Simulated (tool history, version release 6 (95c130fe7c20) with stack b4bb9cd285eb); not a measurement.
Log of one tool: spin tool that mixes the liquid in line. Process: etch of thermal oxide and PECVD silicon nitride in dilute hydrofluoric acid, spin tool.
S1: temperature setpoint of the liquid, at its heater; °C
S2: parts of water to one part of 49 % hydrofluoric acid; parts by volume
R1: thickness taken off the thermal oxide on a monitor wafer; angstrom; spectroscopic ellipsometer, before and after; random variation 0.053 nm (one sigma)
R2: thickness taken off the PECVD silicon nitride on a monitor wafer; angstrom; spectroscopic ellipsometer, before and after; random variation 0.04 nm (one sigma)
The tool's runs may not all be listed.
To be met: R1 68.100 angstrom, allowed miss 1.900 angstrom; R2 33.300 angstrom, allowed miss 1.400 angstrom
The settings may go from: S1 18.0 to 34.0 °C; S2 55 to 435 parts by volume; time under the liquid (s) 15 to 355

run 1 day=0.000 | S1=26.0 S2=245 time_under_the_liquid_(s)=180 | R1=29.724 R2=17.452
run 2 day=0.112 | S1=26.0 S2=210 time_under_the_liquid_(s)=175 | R1=35.475 R2=19.534
run 3 day=0.354 | S1=26.0 S2=210 time_under_the_liquid_(s)=215 | R1=43.374 R2=24.242
run 4 day=0.646 | S1=26.0 S2=285 time_under_the_liquid_(s)=215 | R1=29.631 R2=17.862
run 5 day=0.804 | S1=28.0 S2=285 time_under_the_liquid_(s)=215 | R1=31.673 R2=19.953
run 6 day=0.929 | S1=28.0 S2=230 time_under_the_liquid_(s)=215 | R1=41.764 R2=24.786
run 7 day=1.088 | S1=27.5 S2=205 time_under_the_liquid_(s)=210 | R1=46.000 R2=26.368
run 8 day=1.171 | S1=27.0 S2=185 time_under_the_liquid_(s)=205 | R1=49.620 R2=28.100
run 9 day=1.533 | S1=26.5 S2=170 time_under_the_liquid_(s)=200 | R1=52.883 R2=28.609
run 10 day=1.779 | S1=26.5 S2=160 time_under_the_liquid_(s)=195 | R1=55.598 R2=29.513
run 11 day=1.862 | S1=26.5 S2=150 time_under_the_liquid_(s)=190 | R1=58.955 R2=31.335
run 12 day=2.104 | S1=26.0 S2=145 time_under_the_liquid_(s)=190 | R1=60.065 R2=31.004
run 13 day=2.354 | S1=26.0 S2=140 time_under_the_liquid_(s)=190 | R1=62.271 R2=31.962
run 14 day=2.542 | S1=26.0 S2=140 time_under_the_liquid_(s)=190 | R1=61.251 R2=32.703
run 15 day=2.800 | S1=25.5 S2=135 time_under_the_liquid_(s)=190 | R1=64.077 R2=31.436

5 next moves are on the table. One of them brings every result within its allowed miss. Which?
run A day=3.058 | S1=24.0 S2=100 time_under_the_liquid_(s)=160 | R1=? R2=?
run B day=3.058 | S1=25.5 S2=110 time_under_the_liquid_(s)=160 | R1=? R2=?
run C day=3.058 | S1=20.5 S2=125 time_under_the_liquid_(s)=220 | R1=? R2=?
run D day=3.058 | S1=25.0 S2=120 time_under_the_liquid_(s)=195 | R1=? R2=?
run E day=3.058 | S1=24.5 S2=135 time_under_the_liquid_(s)=185 | R1=? R2=?

move=A R1=71.441 R2=33.209
move=B R1=68.031 R2=33.332
move=C R1=66.392 R2=29.057
move=D R1=73.630 R2=36.075
move=E R1=59.821 R2=29.484
A: takes the result that was furthest off past its target
B: meets every target
C: brings the result that was furthest off to its target, and leaves another outside
D: takes the result that was furthest off past its target
E: further off than the last run
Answer: B
